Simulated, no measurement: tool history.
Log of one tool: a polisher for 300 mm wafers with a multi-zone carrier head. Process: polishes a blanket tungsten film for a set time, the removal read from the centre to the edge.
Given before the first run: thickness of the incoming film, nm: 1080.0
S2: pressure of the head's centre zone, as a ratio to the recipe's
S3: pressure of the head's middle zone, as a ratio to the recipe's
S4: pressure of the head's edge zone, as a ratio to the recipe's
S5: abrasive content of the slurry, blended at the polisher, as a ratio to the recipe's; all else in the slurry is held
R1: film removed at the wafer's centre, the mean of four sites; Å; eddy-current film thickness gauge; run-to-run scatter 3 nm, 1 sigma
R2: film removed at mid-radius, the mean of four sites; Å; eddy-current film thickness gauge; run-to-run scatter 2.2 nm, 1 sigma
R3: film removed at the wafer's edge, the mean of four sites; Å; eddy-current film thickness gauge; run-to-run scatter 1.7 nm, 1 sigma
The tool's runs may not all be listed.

run 1 hour=0 | flow_of_slurry_(ml/min)=235 S2=1 S3=1 S4=1 S5=1 polishing_time_(s)=77 | R1=3894.8 R2=3866.9 R3=3736
run 2 hour=5.7 | flow_of_slurry_(ml/min)=235 S2=1 S3=1 S4=1 S5=1.2 polishing_time_(s)=77 | R1=3982.9 R2=4054.1 R3=3986.2
run 3 hour=14 | flow_of_slurry_(ml/min)=230 S2=0.99 S3=0.99 S4=0.98 S5=1.1 polishing_time_(s)=74 | R1=3703.9 R2=3804.2 R3=3682.1
run 4 hour=16.5 | flow_of_slurry_(ml/min)=230 S2=1.07 S3=0.99 S4=0.98 S5=1.1 polishing_time_(s)=74 | R1=3972.4 R2=3819.2 R3=3702.1
run 5 hour=19 | flow_of_slurry_(ml/min)=230 S2=1.07 S3=0.99 S4=1.04 S5=1.1 polishing_time_(s)=74 | R1=3965.2 R2=3799.5 R3=3816.6
run 6 hour=27.7 | flow_of_slurry_(ml/min)=225 S2=1.05 S3=0.98 S4=1.02 S5=1 polishing_time_(s)=71 | R1=3747.3 R2=3471.1 R3=3505.8
run 7 hour=30.8 | flow_of_slurry_(ml/min)=225 S2=1.05 S3=0.98 S4=1.02 S5=1 polishing_time_(s)=71 | R1=3748.9 R2=3518.6 R3=3543.4
run 8 hour=35.6 | flow_of_slurry_(ml/min)=225 S2=1.03 S3=0.98 S4=1 S5=0.95 polishing_time_(s)=68 | R1=3359.4 R2=3257.8 R3=3343.8
run 9 hour=41 | flow_of_slurry_(ml/min)=225 S2=1.05 S3=0.99 S4=0.98 S5=0.9 polishing_time_(s)=65 | R1=3248.8 R2=3148.7 R3=3098.2

Forecast run 10:
run 10 hour=48.5 | flow_of_slurry_(ml/min)=225 S2=1.05 S3=0.99 S4=0.96 S5=0.85 polishing_time_(s)=63 | R1=? R2=? R3=?

Run 10 produced R1 3139.6 Å, R2 3065.9 Å, R3 2905.6 Å.
